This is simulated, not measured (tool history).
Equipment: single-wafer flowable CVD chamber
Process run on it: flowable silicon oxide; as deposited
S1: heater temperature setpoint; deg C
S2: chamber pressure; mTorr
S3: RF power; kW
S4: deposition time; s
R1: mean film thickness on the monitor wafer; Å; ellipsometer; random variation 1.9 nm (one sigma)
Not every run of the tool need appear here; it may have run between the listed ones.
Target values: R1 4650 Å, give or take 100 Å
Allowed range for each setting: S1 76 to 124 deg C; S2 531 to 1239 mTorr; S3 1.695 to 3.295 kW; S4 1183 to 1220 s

run 1 hour=0 | S1=100 S2=885 S3=2.495 S4=1183 | R1=8533.1
run 2 hour=4.9 | S1=100 S2=885 S3=2.495 S4=1183 | R1=8599.5
run 3 hour=10.1 | S1=100 S2=812 S3=2.495 S4=1183 | R1=7898.9
run 4 hour=15.9 | S1=100 S2=812 S3=2.495 S4=1220 | R1=8099.8
run 5 hour=16.9 | S1=100 S2=706 S3=2.495 S4=1220 | R1=7102
run 6 hour=20.9 | S1=104 S2=705 S3=2.495 S4=1220 | R1=6257.3
run 7 hour=27.5 | S1=107 S2=704 S3=2.495 S4=1220 | R1=5773.9
run 8 hour=34.7 | S1=109 S2=703 S3=2.495 S4=1220 | R1=5413.2
run 9 hour=43.5 | S1=111 S2=703 S3=2.495 S4=1220 | R1=5128.9
run 10 hour=52.4 | S1=112 S2=703 S3=2.495 S4=1220 | R1=4973

Pick the move, out of 4, that brings all results within their allowed miss; only one does.
run A hour=61.3 | S1=110 S2=592 S3=2.765 S4=1219 | R1=?
run B hour=61.3 | S1=115 S2=721 S3=2.915 S4=1183 | R1=?
run C hour=61.3 | S1=115 S2=818 S3=3.185 S4=1220 | R1=?
run D hour=61.3 | S1=110 S2=730 S3=2.43 S4=1199 | R1=?

move=A R1=4492.1
move=B R1=4617.4
move=C R1=5431
move=D R1=5346
A: takes the biggest miss from the last run beyond its target
B: all results in spec
C: the biggest miss grows against the last run
D: the biggest miss grows against the last run
Correct choice: B, which meets every target

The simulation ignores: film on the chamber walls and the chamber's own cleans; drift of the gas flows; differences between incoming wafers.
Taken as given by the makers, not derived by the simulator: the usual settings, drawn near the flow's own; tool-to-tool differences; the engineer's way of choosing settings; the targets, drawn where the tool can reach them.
